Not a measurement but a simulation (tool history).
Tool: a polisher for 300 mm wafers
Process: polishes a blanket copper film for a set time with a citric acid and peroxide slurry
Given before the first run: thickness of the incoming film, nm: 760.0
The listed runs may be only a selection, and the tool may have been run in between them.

run,hour,flow of slurry (ml/min),pressure of the wafer on the pad (kPa),speed of the pad under the wafer (cm/s),abrasive content of the slurry,polishing time (s),film removed (nm)
1,0.0,125,24.1,128,1.0,24,81.320
2,7.0,120,23.4,128,1.0,24,79.323
3,9.6,120,22.8,128,1.0,24,76.430
4,15.7,115,22.1,128,1.0,24,74.173
5,22.6,115,22.1,128,1.0,22,66.973
6,30.7,115,22.1,128,1.1,22,68.556

Expected results for the next run?
7,38.6,110,22.1,128,1.1,22,?

Logged for run 7: film removed (nm) 68.743.
